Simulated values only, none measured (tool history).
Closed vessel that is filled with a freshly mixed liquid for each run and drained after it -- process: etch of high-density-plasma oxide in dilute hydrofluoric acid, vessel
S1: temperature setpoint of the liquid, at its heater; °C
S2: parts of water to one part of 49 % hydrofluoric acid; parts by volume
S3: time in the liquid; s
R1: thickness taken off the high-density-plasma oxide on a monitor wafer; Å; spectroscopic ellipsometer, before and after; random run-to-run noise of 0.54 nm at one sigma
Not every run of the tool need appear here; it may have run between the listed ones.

| run | hour | S1 | S2 | S3 | R1 |
|---|---|---|---|---|---|
| 1 | 0 | 23 | 130 | 835 | 275.89 |
| 2 | 6 | 21.5 | 130 | 835 | 261.65 |
| 3 | 10.4 | 21.5 | 130 | 835 | 264.94 |
| 4 | 19.6 | 21.5 | 90 | 835 | 395.07 |
| 5 | 28.4 | 23.5 | 80 | 835 | 493.04 |
| 6 | 34 | 25 | 80 | 835 | 520.95 |
| 7 | 41 | 26.5 | 75 | 835 | 589.34 |

Run 8, settings as shown, results not yet in. Your forecast:
| 8 | 43.5 | 27.5 | 75 | 835 | ? |

{"run 8": {"R1": 612.65}}

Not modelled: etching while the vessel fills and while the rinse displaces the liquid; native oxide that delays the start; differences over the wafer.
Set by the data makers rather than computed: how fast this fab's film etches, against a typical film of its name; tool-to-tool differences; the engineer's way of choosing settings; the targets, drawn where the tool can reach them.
